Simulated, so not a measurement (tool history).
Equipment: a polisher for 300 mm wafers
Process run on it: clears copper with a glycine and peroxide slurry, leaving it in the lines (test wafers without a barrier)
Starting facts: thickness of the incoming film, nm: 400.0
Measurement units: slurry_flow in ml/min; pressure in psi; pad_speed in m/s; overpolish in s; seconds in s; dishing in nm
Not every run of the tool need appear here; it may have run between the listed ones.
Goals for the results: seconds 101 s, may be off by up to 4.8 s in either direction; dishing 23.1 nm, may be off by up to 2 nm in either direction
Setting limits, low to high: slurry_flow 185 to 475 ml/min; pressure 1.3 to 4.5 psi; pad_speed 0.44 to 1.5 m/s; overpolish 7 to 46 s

run,hour,slurry_flow,pressure,pad_speed,overpolish,seconds,dishing
1,0,305,2.9,0.96,24,64.739,69.202
2,4.1,295,2.7,0.96,22,70.14,63.734
3,5.8,265,2.7,0.96,22,71.176,62.827
4,6.9,265,2.7,0.96,13,69.743,42.737
5,14.9,210,2.7,0.96,13,72.257,39.096
6,19.3,210,2.7,0.96,7,71.056,25.025
7,22.7,210,2.5,0.96,7,77.055,23.244
8,28.4,210,2.4,0.94,8,81.596,25.407
9,34.5,210,2.3,0.94,8,85.203,24.254
10,40.4,210,2.2,0.94,8,86.082,24.637
11,46.3,210,2.1,0.94,8,92.774,23.105

Which one of the following 4 next-run settings gets every result inside its allowed miss? There is exactly one.
A,52.2,185,2.3,1,7,?,?
B,52.2,240,2.2,1,7,?,?
C,52.2,200,2,1.06,8,?,?
D,52.2,235,1.7,0.96,9,?,?

move,seconds,dishing
A,81.861,21.085
B,81.489,21.151
C,86.187,22.576
D,102.54,21.451
A: moves away from the targets compared with the last run
B: moves away from the targets compared with the last run
C: moves away from the targets compared with the last run
D: all results in spec
The move that meets every target is D.
